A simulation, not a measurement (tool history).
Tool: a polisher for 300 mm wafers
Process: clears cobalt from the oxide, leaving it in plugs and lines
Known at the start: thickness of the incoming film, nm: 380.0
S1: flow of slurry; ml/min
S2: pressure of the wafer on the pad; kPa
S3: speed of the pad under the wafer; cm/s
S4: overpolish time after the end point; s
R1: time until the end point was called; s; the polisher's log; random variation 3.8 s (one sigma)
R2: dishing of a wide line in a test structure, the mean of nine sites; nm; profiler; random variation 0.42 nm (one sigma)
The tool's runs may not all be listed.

| run | hour | S1 | S2 | S3 | S4 | R1 | R2 |
|---|---|---|---|---|---|---|---|
| 1 | 0.0 | 120 | 9.0 | 90 | 16 | 137.63 | 26.935 |
| 2 | 5.0 | 120 | 11.0 | 90 | 16 | 117.07 | 31.095 |
| 3 | 11.1 | 120 | 11.0 | 104 | 16 | 103.23 | 33.432 |
| 4 | 17.5 | 120 | 10.3 | 100 | 17 | 109.91 | 33.666 |
| 5 | 20.4 | 120 | 9.7 | 96 | 18 | 123.10 | 32.652 |
| 6 | 27.4 | 120 | 9.7 | 96 | 22 | 121.78 | 35.236 |
| 7 | 29.2 | 120 | 9.0 | 94 | 22 | 130.68 | 33.490 |
| 8 | 36.8 | 120 | 8.3 | 92 | 22 | 139.55 | 32.251 |
| 9 | 41.1 | 120 | 7.6 | 90 | 22 | 163.25 | 30.718 |
| 10 | 49.7 | 120 | 6.9 | 90 | 22 | 173.30 | 29.741 |

The next listed run, before its measurement:
| 11 | 54.2 | 120 | 5.5 | 88 | 20 | ? | ? |

R1: 207.12 s
R2: 24.358 nm

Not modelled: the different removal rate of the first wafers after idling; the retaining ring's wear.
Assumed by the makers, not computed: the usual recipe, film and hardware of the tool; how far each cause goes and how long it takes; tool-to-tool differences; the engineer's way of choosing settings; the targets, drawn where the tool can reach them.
